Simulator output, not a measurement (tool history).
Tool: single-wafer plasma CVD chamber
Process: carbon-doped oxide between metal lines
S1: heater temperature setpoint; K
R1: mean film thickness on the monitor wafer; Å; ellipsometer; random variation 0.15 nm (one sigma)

{"run": 1, "day": 0.0, "S1": 608.15, "chamber pressure (mTorr)": 6390, "RF power (W)": 410, "deposition time (s)": 7.29, "R1": 368.66}
{"run": 2, "day": 0.192, "S1": 608.15, "chamber pressure (mTorr)": 5840, "RF power (W)": 410, "deposition time (s)": 7.29, "R1": 367.41}
{"run": 3, "day": 0.321, "S1": 608.15, "chamber pressure (mTorr)": 5840, "RF power (W)": 380, "deposition time (s)": 7.29, "R1": 345.82}
{"run": 4, "day": 0.55, "S1": 619.15, "chamber pressure (mTorr)": 5840, "RF power (W)": 380, "deposition time (s)": 7.29, "R1": 331.71}
{"run": 5, "day": 0.9, "S1": 619.15, "chamber pressure (mTorr)": 5840, "RF power (W)": 380, "deposition time (s)": 6.95, "R1": 315.36}
{"run": 6, "day": 0.95, "S1": 619.15, "chamber pressure (mTorr)": 5410, "RF power (W)": 380, "deposition time (s)": 6.95, "R1": 313.72}
{"run": 7, "day": 1.317, "S1": 627.15, "chamber pressure (mTorr)": 5060, "RF power (W)": 315, "deposition time (s)": 6.95, "R1": 251.29}
{"run": 8, "day": 1.454, "S1": 626.15, "chamber pressure (mTorr)": 5150, "RF power (W)": 315, "deposition time (s)": 6.95, "R1": 250.37}
{"run": 9, "day": 1.638, "S1": 625.15, "chamber pressure (mTorr)": 5250, "RF power (W)": 315, "deposition time (s)": 6.95, "R1": 252.65}
{"run": 10, "day": 1.925, "S1": 624.15, "chamber pressure (mTorr)": 5320, "RF power (W)": 315, "deposition time (s)": 6.95, "R1": 257.38}

The next listed run, before its measurement:
{"run": 11, "day": 2.083, "S1": 624.15, "chamber pressure (mTorr)": 5320, "RF power (W)": 315, "deposition time (s)": 6.95, "R1": "?"}

R1: 254.24 Å

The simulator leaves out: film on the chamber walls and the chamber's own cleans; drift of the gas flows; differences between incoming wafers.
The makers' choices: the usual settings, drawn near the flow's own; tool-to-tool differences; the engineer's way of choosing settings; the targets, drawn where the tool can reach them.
